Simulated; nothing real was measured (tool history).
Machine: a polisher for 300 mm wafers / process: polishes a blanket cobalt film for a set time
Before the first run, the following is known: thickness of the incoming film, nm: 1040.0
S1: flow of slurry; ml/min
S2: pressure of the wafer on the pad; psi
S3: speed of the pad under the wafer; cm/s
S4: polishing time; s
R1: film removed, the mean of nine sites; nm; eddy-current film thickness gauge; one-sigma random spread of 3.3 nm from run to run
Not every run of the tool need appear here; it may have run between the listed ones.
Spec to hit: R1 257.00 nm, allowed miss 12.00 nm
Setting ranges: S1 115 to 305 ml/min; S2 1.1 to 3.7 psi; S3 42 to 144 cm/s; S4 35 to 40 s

run	day	S1	S2	S3	S4	R1
1	0.000	195	2.4	92	40	196.24
2	0.079	195	2.6	92	40	201.66
3	0.267	195	2.1	92	40	174.24
4	0.508	195	1.9	92	40	163.66
5	0.875	195	1.4	92	40	139.22
6	1.129	195	1.4	82	40	120.98
7	1.171	195	1.6	82	40	135.68
8	1.288	195	1.8	82	40	141.64
9	1.625	195	2.0	82	40	154.28
10	1.983	195	2.2	82	40	161.34
11	2.104	195	2.3	82	40	166.49
12	2.342	195	2.4	82	40	174.25
13	2.575	195	2.5	82	40	177.60
14	2.617	195	2.6	82	40	179.84

Pick the move, out of 4, that brings all results within their allowed miss; only one does.
A	2.658	150	3.7	96	39	?
B	2.658	160	3.0	98	40	?
C	2.658	185	2.6	102	40	?
D	2.658	225	3.1	94	38	?

move	R1
A	262.74
B	236.53
C	225.24
D	228.37
A: all results in spec
B: nearer than the last run, and not there yet
C: nearer than the last run, and not there yet
D: nearer than the last run, and not there yet
Correct choice: A, which meets every target
